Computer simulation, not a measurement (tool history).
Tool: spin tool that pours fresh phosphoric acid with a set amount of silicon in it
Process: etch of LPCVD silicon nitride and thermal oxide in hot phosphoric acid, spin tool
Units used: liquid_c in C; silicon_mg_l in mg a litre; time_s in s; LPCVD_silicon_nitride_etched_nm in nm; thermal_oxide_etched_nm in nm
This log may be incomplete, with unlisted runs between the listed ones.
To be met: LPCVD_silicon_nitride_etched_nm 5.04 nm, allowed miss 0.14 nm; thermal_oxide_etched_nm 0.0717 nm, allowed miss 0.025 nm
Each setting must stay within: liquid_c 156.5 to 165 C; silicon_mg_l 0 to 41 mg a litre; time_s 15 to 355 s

run,hour,liquid_c,silicon_mg_l,time_s,LPCVD_silicon_nitride_etched_nm,thermal_oxide_etched_nm
1,0,160,18,180,13.272,0.33692
2,6.8,161.5,18,180,13.969,0.36932
3,8.7,163.5,18,180,14.861,0.41306
4,14.6,162,24,125,9.8422,0.22307
5,15.4,164,24,125,10.656,0.27147
6,19.6,164,24,190,16.226,0.38114
7,26.6,162,28.5,140,11.14,0.18762
8,33.5,160.5,28.5,105,7.9929,0.15207
9,37.6,159.5,31,90,6.544,0.096585
10,43.8,158.5,30.5,85,5.9872,0.12157
11,48.7,158,34,85,6.0051,0.092194
12,56.7,157.5,35,80,5.475,0.076763
13,61.8,157,35,80,5.4261,0.071904

Which single option among these 4 for the next run brings every result within its allowed miss of target? Just one does.
A,66.9,156.5,41,90,?,?
B,66.9,157.5,38,85,?,?
C,66.9,157,27,85,?,?
D,66.9,157,33.5,75,?,?

move,LPCVD_silicon_nitride_etched_nm,thermal_oxide_etched_nm
A,6.0243,0.060116
B,5.8867,0.074322
C,5.7874,0.1179
D,5.1065,0.079883
A: further off than the last run
B: further off than the last run
C: further off than the last run
D: every result lands within tolerance
Answer: D
